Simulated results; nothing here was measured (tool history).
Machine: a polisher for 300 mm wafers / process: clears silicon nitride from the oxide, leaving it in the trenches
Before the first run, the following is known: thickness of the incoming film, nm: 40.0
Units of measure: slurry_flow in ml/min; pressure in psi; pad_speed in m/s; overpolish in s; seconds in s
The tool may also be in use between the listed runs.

run	day	slurry_flow	pressure	pad_speed	overpolish	seconds
1	0.000	220	2.1	0.78	9	87.359
2	0.296	220	1.6	0.78	9	110.630
3	0.421	220	1.8	0.78	9	97.387
4	0.525	220	2.1	0.78	9	85.319
5	0.604	200	2.1	0.78	9	86.138
6	0.779	200	2.1	0.78	7	86.911
7	0.888	200	2.2	0.78	7	80.453
8	1.112	200	2.3	0.78	7	79.315
9	1.458	200	2.4	0.78	7	75.053

Estimate the outcome of run 10 from the log above:
10	1.792	200	3.0	0.82	7	?

seconds: 58.774 s

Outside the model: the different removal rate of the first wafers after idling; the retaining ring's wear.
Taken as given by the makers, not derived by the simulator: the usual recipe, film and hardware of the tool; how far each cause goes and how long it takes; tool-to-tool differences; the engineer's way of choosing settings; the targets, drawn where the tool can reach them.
